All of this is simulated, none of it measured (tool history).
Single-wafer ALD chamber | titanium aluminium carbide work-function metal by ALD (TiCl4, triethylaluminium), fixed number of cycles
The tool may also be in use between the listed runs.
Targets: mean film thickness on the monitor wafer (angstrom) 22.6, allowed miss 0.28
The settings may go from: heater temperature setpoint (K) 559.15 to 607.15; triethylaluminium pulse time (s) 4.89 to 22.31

run,hour,heater temperature setpoint (K),triethylaluminium pulse time (s),mean film thickness on the monitor wafer (angstrom)
1,0,583.15,13.6,21.088
2,3.7,583.15,15.62,21.147
3,6.3,578.15,15.62,20.871
4,11.4,578.15,13.74,20.628
5,18.2,578.15,15.49,20.777
6,26.1,572.15,15.49,20.094
7,33.6,579.15,16.01,20.933
8,42.2,584.15,16.43,21.176
9,49.3,590.15,16.58,21.686
10,55.3,593.15,16.81,22.034
11,58,595.15,16.95,22.083

Which of these 5 next moves meets every target?
A,60.7,590.15,14.91,?
B,60.7,588.15,16.01,?
C,60.7,587.15,18.76,?
D,60.7,600.15,16.6,?
E,60.7,592.15,11.52,?

move,mean film thickness on the monitor wafer (angstrom)
A,21.649
B,21.519
C,21.489
D,22.543
E,21.586
A: further off than the last run
B: further off than the last run
C: further off than the last run
D: meets every target
E: further off than the last run
The right move is D.
